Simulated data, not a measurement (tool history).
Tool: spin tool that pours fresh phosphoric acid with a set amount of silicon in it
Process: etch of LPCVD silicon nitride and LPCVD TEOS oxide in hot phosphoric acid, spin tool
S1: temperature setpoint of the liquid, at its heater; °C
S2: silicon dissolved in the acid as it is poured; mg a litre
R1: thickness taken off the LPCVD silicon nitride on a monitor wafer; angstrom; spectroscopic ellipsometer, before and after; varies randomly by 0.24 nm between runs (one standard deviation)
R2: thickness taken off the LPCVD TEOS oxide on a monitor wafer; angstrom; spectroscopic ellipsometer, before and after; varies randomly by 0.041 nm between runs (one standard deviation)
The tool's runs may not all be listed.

{"run": 1, "hour": 0.0, "S1": 159, "S2": 17, "time under the liquid (s)": 180, "R1": 171.21, "R2": 2.9424}
{"run": 2, "hour": 2.5, "S1": 159, "S2": 17, "time under the liquid (s)": 205, "R1": 196.2, "R2": 3.1467}
{"run": 3, "hour": 9.8, "S1": 159, "S2": 21, "time under the liquid (s)": 205, "R1": 195.06, "R2": 2.5827}
{"run": 4, "hour": 11.6, "S1": 159, "S2": 17.5, "time under the liquid (s)": 205, "R1": 195.56, "R2": 3.4816}
{"run": 5, "hour": 20.5, "S1": 157.5, "S2": 17.5, "time under the liquid (s)": 205, "R1": 182.75, "R2": 3.0829}
{"run": 6, "hour": 27.8, "S1": 157.5, "S2": 17.5, "time under the liquid (s)": 130, "R1": 116.95, "R2": 1.8026}
{"run": 7, "hour": 35.7, "S1": 159, "S2": 17, "time under the liquid (s)": 160, "R1": 152.79, "R2": 2.2911}
{"run": 8, "hour": 42.1, "S1": 160.5, "S2": 15, "time under the liquid (s)": 180, "R1": 179.53, "R2": 3.617}

Run 9 is up next; what results do you expect?
{"run": 9, "hour": 50.8, "S1": 161.5, "S2": 16.5, "time under the liquid (s)": 200, "R1": "?", "R2": "?"}

{"run 9": {"R1": 206.42, "R2": 3.8552}}
